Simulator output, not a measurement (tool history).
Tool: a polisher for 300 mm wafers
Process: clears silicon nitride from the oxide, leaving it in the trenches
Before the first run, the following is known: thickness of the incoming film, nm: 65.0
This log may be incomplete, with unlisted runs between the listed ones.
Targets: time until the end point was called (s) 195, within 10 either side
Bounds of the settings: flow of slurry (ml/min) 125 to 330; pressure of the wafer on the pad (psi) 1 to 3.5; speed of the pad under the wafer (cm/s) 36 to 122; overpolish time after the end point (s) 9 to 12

| run | day | flow of slurry (ml/min) | pressure of the wafer on the pad (psi) | speed of the pad under the wafer (cm/s) | overpolish time after the end point (s) | time until the end point was called (s) |
|---|---|---|---|---|---|---|
| 1 | 0 | 210 | 2.2 | 78 | 12 | 106.54 |
| 2 | 0.304 | 210 | 2.2 | 60 | 12 | 134.99 |
| 3 | 0.446 | 180 | 2.2 | 60 | 12 | 135.36 |
| 4 | 0.638 | 180 | 2 | 60 | 12 | 146.63 |
| 5 | 0.962 | 180 | 1.8 | 60 | 12 | 159.05 |
| 6 | 1.212 | 180 | 2.2 | 60 | 12 | 133 |
| 7 | 1.429 | 180 | 1.9 | 60 | 12 | 151.26 |
| 8 | 1.588 | 180 | 1.7 | 60 | 12 | 160.9 |
| 9 | 1.658 | 180 | 1.5 | 60 | 12 | 179.56 |
| 10 | 1.921 | 180 | 1.5 | 60 | 12 | 182.43 |

Next run, 4 choices. One meets every target within its allowed miss, the rest don't. Which?
| A | 2.183 | 185 | 1.4 | 60 | 12 | ? |
| B | 2.183 | 200 | 1.5 | 60 | 9 | ? |
| C | 2.183 | 135 | 1.6 | 74 | 9 | ? |
| D | 2.183 | 145 | 2.8 | 36 | 12 | ? |

| move | time until the end point was called (s) |
|---|---|
| A | 189.65 |
| B | 178.06 |
| C | 153.98 |
| D | 168.58 |
A: every result within its allowed miss
B: further off than the last run
C: further off than the last run
D: further off than the last run
Answer: A

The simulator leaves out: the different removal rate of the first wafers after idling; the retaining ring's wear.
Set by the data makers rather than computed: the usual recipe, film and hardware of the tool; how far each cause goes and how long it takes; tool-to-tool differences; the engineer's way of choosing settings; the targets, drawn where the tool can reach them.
